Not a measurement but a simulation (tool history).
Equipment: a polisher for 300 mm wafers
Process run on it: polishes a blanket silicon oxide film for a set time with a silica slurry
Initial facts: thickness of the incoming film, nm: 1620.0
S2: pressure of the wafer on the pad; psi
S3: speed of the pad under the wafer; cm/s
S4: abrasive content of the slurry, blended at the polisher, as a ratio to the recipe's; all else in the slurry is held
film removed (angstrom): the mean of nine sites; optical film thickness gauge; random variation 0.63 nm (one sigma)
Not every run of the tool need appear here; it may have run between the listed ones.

run 1 hour=0.0 | flow_of_slurry_(ml/min)=275 S2=2.7 S3=130 S4=1.00 polishing_time_(s)=31 | film_removed_(angstrom)=796.06
run 2 hour=2.4 | flow_of_slurry_(ml/min)=275 S2=2.5 S3=130 S4=1.00 polishing_time_(s)=31 | film_removed_(angstrom)=752.61
run 3 hour=7.1 | flow_of_slurry_(ml/min)=275 S2=2.5 S3=130 S4=0.85 polishing_time_(s)=31 | film_removed_(angstrom)=696.64
run 4 hour=9.1 | flow_of_slurry_(ml/min)=275 S2=2.4 S3=130 S4=0.85 polishing_time_(s)=31 | film_removed_(angstrom)=672.94
-- hour=17.2 head pressure recalibrated
run 5 hour=17.2 | flow_of_slurry_(ml/min)=275 S2=2.3 S3=130 S4=0.85 polishing_time_(s)=31 | film_removed_(angstrom)=710.35
run 6 hour=18.6 | flow_of_slurry_(ml/min)=275 S2=2.2 S3=124 S4=0.85 polishing_time_(s)=31 | film_removed_(angstrom)=653.79

Run 7 has not been measured yet. What should we expect?
run 7 hour=27.3 | flow_of_slurry_(ml/min)=275 S2=2.1 S3=122 S4=0.85 polishing_time_(s)=31 | film_removed_(angstrom)=?

film removed (angstrom): 627.61
